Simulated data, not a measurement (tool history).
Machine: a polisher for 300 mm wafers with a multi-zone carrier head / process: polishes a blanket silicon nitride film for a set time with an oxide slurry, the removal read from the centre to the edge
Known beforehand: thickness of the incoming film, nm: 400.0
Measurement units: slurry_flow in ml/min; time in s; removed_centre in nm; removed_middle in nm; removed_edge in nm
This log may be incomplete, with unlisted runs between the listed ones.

run 1 day=0 | slurry_flow=180 centre_zone=1 middle_zone=1 edge_zone=1 slurry_solids=1 time=40 | removed_centre=23.329 removed_middle=25.087 removed_edge=25.751
run 2 day=0.242 | slurry_flow=175 centre_zone=1.02 middle_zone=0.97 edge_zone=1.01 slurry_solids=1 time=40 | removed_centre=23.715 removed_middle=24.33 removed_edge=25.611
run 3 day=0.583 | slurry_flow=170 centre_zone=1.04 middle_zone=0.94 edge_zone=1.02 slurry_solids=1 time=40 | removed_centre=23.907 removed_middle=23.209 removed_edge=25.595
run 4 day=0.65 | slurry_flow=165 centre_zone=1.05 middle_zone=0.93 edge_zone=1.03 slurry_solids=1 time=40 | removed_centre=24.268 removed_middle=23.573 removed_edge=26.036
run 5 day=0.683 | slurry_flow=165 centre_zone=1.05 middle_zone=0.93 edge_zone=1.11 slurry_solids=1 time=40 | removed_centre=24.284 removed_middle=23.697 removed_edge=26.243
run 6 day=0.967 | slurry_flow=165 centre_zone=1.13 middle_zone=0.93 edge_zone=1.11 slurry_solids=1 time=40 | removed_centre=26.042 removed_middle=23.092 removed_edge=26.561
run 7 day=1.017 | slurry_flow=160 centre_zone=1.13 middle_zone=0.92 edge_zone=1.11 slurry_solids=1 time=40 | removed_centre=25.64 removed_middle=22.764 removed_edge=26.326

Forecast run 8:
run 8 day=1.342 | slurry_flow=155 centre_zone=1.14 middle_zone=0.91 edge_zone=1.11 slurry_solids=1 time=40 | removed_centre=? removed_middle=? removed_edge=?

Run 8 yielded removed_centre 25.995 nm, removed_middle 22.792 nm, removed_edge 26.229 nm.

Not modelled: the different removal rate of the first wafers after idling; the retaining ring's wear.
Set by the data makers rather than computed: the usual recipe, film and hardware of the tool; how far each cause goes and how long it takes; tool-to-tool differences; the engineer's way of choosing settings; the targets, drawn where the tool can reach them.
